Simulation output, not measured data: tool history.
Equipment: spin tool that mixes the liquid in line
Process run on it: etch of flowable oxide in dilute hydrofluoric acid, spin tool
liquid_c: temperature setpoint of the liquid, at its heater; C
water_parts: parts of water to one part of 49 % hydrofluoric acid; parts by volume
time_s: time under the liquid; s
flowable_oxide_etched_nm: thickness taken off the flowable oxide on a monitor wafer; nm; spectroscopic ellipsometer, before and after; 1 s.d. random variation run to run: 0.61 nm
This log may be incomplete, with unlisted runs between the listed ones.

| run | hour | liquid_c | water_parts | time_s | flowable_oxide_etched_nm |
|---|---|---|---|---|---|
| 1 | 0 | 22 | 50 | 100 | 82.164 |
| 2 | 5.8 | 22 | 50 | 110 | 92.079 |
| 3 | 11.8 | 22 | 35 | 110 | 134.05 |
| 4 | 16.5 | 22 | 35 | 110 | 131.94 |
| 5 | 21.2 | 22 | 35 | 100 | 121.44 |
| 6 | 25.5 | 21.5 | 35 | 100 | 119.96 |
| 7 | 29 | 17.5 | 55 | 100 | 62.997 |
| 8 | 30.8 | 18 | 55 | 100 | 63.618 |
| 9 | 32.1 | 18.5 | 55 | 100 | 65.049 |

Run 10, settings as shown, results not yet in. Your forecast:
| 10 | 40.9 | 19 | 55 | 100 | ? |

flowable_oxide_etched_nm: 67.654 nm
